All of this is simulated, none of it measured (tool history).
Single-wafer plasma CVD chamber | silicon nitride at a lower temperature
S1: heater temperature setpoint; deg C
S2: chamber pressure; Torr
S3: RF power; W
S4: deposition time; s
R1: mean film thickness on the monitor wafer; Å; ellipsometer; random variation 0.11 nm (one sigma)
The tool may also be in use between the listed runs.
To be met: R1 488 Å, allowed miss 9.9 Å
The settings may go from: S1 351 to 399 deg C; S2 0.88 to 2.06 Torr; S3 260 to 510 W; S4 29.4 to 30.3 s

run 1 hour=0 | S1=375 S2=1.47 S3=385 S4=29.4 | R1=393.48
run 2 hour=5 | S1=375 S2=1.57 S3=405 S4=29.5 | R1=422.45
run 3 hour=11 | S1=375 S2=1.67 S3=410 S4=29.5 | R1=433.65
run 4 hour=16.3 | S1=367 S2=1.67 S3=410 S4=29.5 | R1=437.46
run 5 hour=23.1 | S1=367 S2=1.67 S3=410 S4=30.3 | R1=448.05
run 6 hour=24.3 | S1=367 S2=1.67 S3=370 S4=30.3 | R1=409.69
-- hour=31.2 RF generator calibrated
run 7 hour=31.2 | S1=367 S2=1.74 S3=385 S4=30.3 | R1=454.36
run 8 hour=38.3 | S1=367 S2=1.77 S3=385 S4=30.3 | R1=456.23
run 9 hour=45.7 | S1=367 S2=1.8 S3=385 S4=30.3 | R1=458.52
run 10 hour=47.8 | S1=367 S2=1.83 S3=385 S4=30.3 | R1=460.98

Which of these 4 next moves meets every target?
run A hour=49.9 | S1=371 S2=1.97 S3=420 S4=30.3 | R1=?
run B hour=49.9 | S1=364 S2=1.83 S3=410 S4=30.1 | R1=?
run C hour=49.9 | S1=367 S2=1.83 S3=395 S4=29.7 | R1=?
run D hour=49.9 | S1=365 S2=1.96 S3=415 S4=30.3 | R1=?

move=A R1=508.29
move=B R1=485.36
move=C R1=463.6
move=D R1=503.87
A: takes the result that was furthest off past its target
B: meets every target
C: nearer than the last run, and not there yet
D: takes the result that was furthest off past its target
The right move is B.
